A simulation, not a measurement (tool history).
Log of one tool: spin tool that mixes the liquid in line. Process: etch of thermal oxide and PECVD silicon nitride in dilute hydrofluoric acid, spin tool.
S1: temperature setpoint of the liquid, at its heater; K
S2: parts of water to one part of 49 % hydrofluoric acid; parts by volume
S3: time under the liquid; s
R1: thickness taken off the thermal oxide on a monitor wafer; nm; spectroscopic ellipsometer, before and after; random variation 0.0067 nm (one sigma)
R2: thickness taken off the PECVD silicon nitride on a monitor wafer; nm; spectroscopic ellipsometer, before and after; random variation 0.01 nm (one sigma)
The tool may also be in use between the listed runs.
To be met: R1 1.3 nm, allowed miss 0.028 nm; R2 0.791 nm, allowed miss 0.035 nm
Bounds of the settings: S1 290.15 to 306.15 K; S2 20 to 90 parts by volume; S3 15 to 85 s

{"run": 1, "hour": 0.0, "S1": 298.15, "S2": 50, "S3": 45, "R1": 4.2637, "R2": 2.8099}
{"run": 2, "hour": 1.3, "S1": 296.15, "S2": 65, "S3": 45, "R1": 2.9541, "R2": 1.914}
{"run": 3, "hour": 8.1, "S1": 296.15, "S2": 65, "S3": 25, "R1": 1.6304, "R2": 1.0553}
{"run": 4, "hour": 16.6, "S1": 296.15, "S2": 55, "S3": 25, "R1": 1.9806, "R2": 1.2123}
{"run": 5, "hour": 24.7, "S1": 296.15, "S2": 55, "S3": 40, "R1": 3.131, "R2": 1.9819}
{"run": 6, "hour": 31.7, "S1": 297.65, "S2": 55, "S3": 40, "R1": 3.3438, "R2": 2.1948}
{"run": 7, "hour": 35.7, "S1": 295.65, "S2": 65, "S3": 40, "R1": 2.5512, "R2": 1.6042}
{"run": 8, "hour": 39.0, "S1": 295.65, "S2": 65, "S3": 40, "R1": 2.5792, "R2": 1.6251}
{"run": 9, "hour": 46.3, "S1": 294.65, "S2": 75, "S3": 40, "R1": 2.1027, "R2": 1.318}
{"run": 10, "hour": 51.7, "S1": 294.15, "S2": 80, "S3": 40, "R1": 1.9165, "R2": 1.1936}

5 next moves are on the table. One of them brings every result within its allowed miss. Which?
{"run": "A", "hour": 57.1, "S1": 290.65, "S2": 70, "S3": 55, "R1": "?", "R2": "?"}
{"run": "B", "hour": 57.1, "S1": 300.65, "S2": 90, "S3": 25, "R1": "?", "R2": "?"}
{"run": "C", "hour": 57.1, "S1": 293.15, "S2": 85, "S3": 30, "R1": "?", "R2": "?"}
{"run": "D", "hour": 57.1, "S1": 298.15, "S2": 90, "S3": 65, "R1": "?", "R2": "?"}
{"run": "E", "hour": 57.1, "S1": 300.15, "S2": 80, "S3": 45, "R1": "?", "R2": "?"}

move=A R1=2.623 R2=1.4837
move=B R1=1.3598 R2=1.0328
move=C R1=1.2873 R2=0.79683
move=D R1=3.2062 R2=2.2825
move=E R1=2.7375 R2=2.0236
A: further off than the last run
B: nearer than the last run, and not there yet
C: meets every target
D: further off than the last run
E: further off than the last run
Move C is the one to make.

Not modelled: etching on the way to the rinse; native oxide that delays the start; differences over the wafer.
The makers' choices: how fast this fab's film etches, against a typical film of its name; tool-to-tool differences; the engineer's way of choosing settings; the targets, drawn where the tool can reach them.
